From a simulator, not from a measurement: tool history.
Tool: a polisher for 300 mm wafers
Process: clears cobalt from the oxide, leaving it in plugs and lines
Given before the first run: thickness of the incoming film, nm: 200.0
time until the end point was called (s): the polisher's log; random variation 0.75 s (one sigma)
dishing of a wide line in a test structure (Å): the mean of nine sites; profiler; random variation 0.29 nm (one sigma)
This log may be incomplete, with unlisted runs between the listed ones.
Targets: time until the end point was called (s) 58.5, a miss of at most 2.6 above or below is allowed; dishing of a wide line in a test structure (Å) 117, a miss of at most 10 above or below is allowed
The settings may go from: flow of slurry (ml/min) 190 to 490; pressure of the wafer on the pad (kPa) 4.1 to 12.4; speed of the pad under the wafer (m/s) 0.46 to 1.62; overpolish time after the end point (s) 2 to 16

run  hour  flow of slurry (ml/min)  pressure of the wafer on the pad (kPa)  speed of the pad under the wafer (m/s)  overpolish time after the end point (s)  time until the end point was called (s)  dishing of a wide line in a test structure (Å)
  1     0                      315                                     8.3                                    1.04                                        8                                    55.38                                          207.77
  2   7.9                      315                                     8.3                                    1.04                                        7                                   55.713                                          183.42
  3  11.5                      315                                     8.3                                    1.04                                        9                                   56.642                                          227.78
  4  19.2                      280                                     8.3                                    1.04                                        9                                    56.13                                          228.97
  5  19.8                      280                                     7.6                                    1.04                                        9                                   59.805                                          220.61
  6  24.8                      280                                     7.6                                    1.04                                        7                                   58.896                                          176.93
  7  33.4                      280                                     7.6                                    1.04                                        6                                   59.791                                          156.64
  8  41.7                      280                                     7.6                                    1.04                                        5                                   59.478                                          137.53

Which one of the following 4 next-run settings gets every result inside its allowed miss? There is exactly one.
  A    50                      240                                     7.6                                    1.08                                        5                                        ?                                               ?
  B    50                      280                                     6.9                                    1.16                                        5                                        ?                                               ?
  C    50                      290                                     8.3                                    0.94                                        6                                        ?                                               ?
  D    50                      275                                     6.9                                    1.14                                        4                                        ?                                               ?

move  time until the end point was called (s)  dishing of a wide line in a test structure (Å)
   A                                   59.446                                          144.69
   B                                   57.973                                          147.72
   C                                    62.12                                          162.08
   D                                   58.968                                          120.64
A: moves away from the targets compared with the last run
B: moves away from the targets compared with the last run
C: moves away from the targets compared with the last run
D: all results in spec
Go with D: it meets all targets.
